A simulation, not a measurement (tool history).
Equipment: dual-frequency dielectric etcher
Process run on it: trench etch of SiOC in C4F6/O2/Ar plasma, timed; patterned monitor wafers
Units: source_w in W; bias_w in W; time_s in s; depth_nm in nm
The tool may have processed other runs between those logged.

| run | hour | source_w | bias_w | time_s | depth_nm |
|---|---|---|---|---|---|
| 1 | 0 | 360 | 249 | 11.5 | 24.133 |
| 2 | 8.4 | 360 | 275 | 11.5 | 24.596 |
| 3 | 9.5 | 360 | 275 | 10.5 | 22.634 |
| 4 | 10.4 | 360 | 275 | 11.5 | 24.695 |
| 5 | 15.9 | 360 | 254 | 11.5 | 24.31 |
| 6 | 17.2 | 330 | 244 | 11.5 | 23.452 |
| 7 | 21.8 | 310 | 233 | 11.5 | 22.953 |
| 8 | 26.9 | 290 | 223 | 11.5 | 22.406 |
| 9 | 29.2 | 280 | 214 | 11.5 | 22.02 |

Expected results for the next run?
| 10 | 35 | 270 | 206 | 11.5 | ? |

Logged for run 10: depth_nm 21.515 nm.

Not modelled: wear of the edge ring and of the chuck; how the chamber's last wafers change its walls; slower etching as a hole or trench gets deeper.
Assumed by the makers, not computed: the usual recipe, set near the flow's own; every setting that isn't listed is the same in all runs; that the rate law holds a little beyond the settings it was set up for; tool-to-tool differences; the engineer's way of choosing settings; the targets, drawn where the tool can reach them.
